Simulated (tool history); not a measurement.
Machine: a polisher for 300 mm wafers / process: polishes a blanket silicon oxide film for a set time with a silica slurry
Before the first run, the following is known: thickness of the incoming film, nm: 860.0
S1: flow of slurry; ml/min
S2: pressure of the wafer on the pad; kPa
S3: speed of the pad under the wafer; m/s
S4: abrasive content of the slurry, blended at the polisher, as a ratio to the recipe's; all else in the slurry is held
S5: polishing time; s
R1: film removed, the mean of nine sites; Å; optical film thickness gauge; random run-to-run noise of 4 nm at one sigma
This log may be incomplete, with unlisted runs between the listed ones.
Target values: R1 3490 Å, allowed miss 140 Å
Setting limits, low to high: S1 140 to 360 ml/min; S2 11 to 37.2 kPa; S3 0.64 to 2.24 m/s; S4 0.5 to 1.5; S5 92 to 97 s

run  hour   S1    S2    S3   S4  S5      R1
  1     0  230  24.1  1.44    1  92  2634.3
  2     3  230  24.8  1.44    1  92  2673.4
  3   5.1  230  24.8  1.44  0.9  92  2492.5
  4  13.3  230  26.2  1.44  0.9  92  2561.3
  5  16.6  230  29.6  1.44  0.9  92  2945.6
  6  22.5  255  29.6  1.44  0.9  92  2984.2
  7  24.1  255  30.3  1.44  0.9  92  3022.7
  8  30.2  255    31  1.44  0.9  92  3157.9
  9  35.2  255  32.4  1.44  0.9  92  3256.9

Which of these 4 next moves meets every target?
  A  40.2  255  27.6  1.62   0.9  92   ?
  B  40.2  230  36.5   1.8   0.6  95   ?
  C  40.2  250  33.8  1.44   0.9  94   ?
  D  40.2  260  31.7  1.32  0.85  94   ?

move      R1
   A  3036.9
   B  2855.7
   C  3436.1
   D    2886
A: the biggest miss grows against the last run
B: the biggest miss grows against the last run
C: all results in spec
D: the biggest miss grows against the last run
The right move is C.

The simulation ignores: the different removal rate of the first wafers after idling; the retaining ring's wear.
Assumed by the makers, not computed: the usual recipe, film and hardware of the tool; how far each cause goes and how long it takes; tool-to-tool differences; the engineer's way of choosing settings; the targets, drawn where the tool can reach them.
